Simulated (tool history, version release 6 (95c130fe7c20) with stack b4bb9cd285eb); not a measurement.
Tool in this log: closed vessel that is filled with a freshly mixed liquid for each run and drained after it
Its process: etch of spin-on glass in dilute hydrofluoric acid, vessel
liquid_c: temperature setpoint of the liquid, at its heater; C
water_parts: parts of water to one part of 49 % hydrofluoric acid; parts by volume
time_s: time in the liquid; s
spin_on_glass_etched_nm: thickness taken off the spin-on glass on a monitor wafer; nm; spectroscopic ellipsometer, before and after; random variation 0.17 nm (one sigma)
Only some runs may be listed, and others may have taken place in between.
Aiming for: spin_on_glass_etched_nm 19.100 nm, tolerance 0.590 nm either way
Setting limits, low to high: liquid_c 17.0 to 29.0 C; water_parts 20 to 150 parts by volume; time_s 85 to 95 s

Run 1, hour 0.0: liquid_c 21.0 C, water_parts 85 parts by volume, time_s 85 s. Result: spin_on_glass_etched_nm 30.052 nm.
Run 2, hour 9.0: liquid_c 20.0 C, water_parts 90 parts by volume, time_s 85 s. Result: spin_on_glass_etched_nm 26.720 nm.
Run 3, hour 16.0: liquid_c 19.0 C, water_parts 95 parts by volume, time_s 85 s. Result: spin_on_glass_etched_nm 24.406 nm.
Run 4, hour 24.4: liquid_c 18.5 C, water_parts 100 parts by volume, time_s 85 s. Result: spin_on_glass_etched_nm 22.226 nm.
Run 5, hour 32.9: liquid_c 18.0 C, water_parts 100 parts by volume, time_s 85 s. Result: spin_on_glass_etched_nm 22.299 nm.
Run 6, hour 41.4: liquid_c 21.5 C, water_parts 100 parts by volume, time_s 85 s. Result: spin_on_glass_etched_nm 25.971 nm.
Run 7, hour 44.6: liquid_c 20.5 C, water_parts 105 parts by volume, time_s 85 s. Result: spin_on_glass_etched_nm 23.575 nm.
Run 8, hour 49.7: liquid_c 19.5 C, water_parts 105 parts by volume, time_s 85 s. Result: spin_on_glass_etched_nm 22.665 nm.
Run 9, hour 50.7: liquid_c 19.0 C, water_parts 105 parts by volume, time_s 85 s. Result: spin_on_glass_etched_nm 22.153 nm.
Run 10, hour 53.8: liquid_c 18.5 C, water_parts 105 parts by volume, time_s 85 s. Result: spin_on_glass_etched_nm 21.578 nm.
Run 11, hour 58.9: liquid_c 18.0 C, water_parts 105 parts by volume, time_s 85 s. Result: spin_on_glass_etched_nm 20.648 nm.
Run 12, hour 65.5: liquid_c 17.5 C, water_parts 105 parts by volume, time_s 85 s. Result: spin_on_glass_etched_nm 20.588 nm.

Which single option among these 4 for the next run brings every result within its allowed miss of target? Just one does.
Run A, hour 72.1: liquid_c 17.0 C, water_parts 110 parts by volume, time_s 90 s. Result: spin_on_glass_etched_nm ?.
Run B, hour 72.1: liquid_c 17.0 C, water_parts 110 parts by volume, time_s 85 s. Result: spin_on_glass_etched_nm ?.
Run C, hour 72.1: liquid_c 17.0 C, water_parts 120 parts by volume, time_s 85 s. Result: spin_on_glass_etched_nm ?.
Run D, hour 72.1: liquid_c 18.0 C, water_parts 105 parts by volume, time_s 85 s. Result: spin_on_glass_etched_nm ?.

move  spin_on_glass_etched_nm
   A                   20.319
   B                   19.190
   C                   17.423
   D                   21.085
A: nearer the targets than the last run, but a result is still out of spec
B: all results land within tolerance of their targets
C: pushes the last run's worst result past its target
D: moves away from the targets compared with the last run
So the answer is move B, the one that meets all the targets.
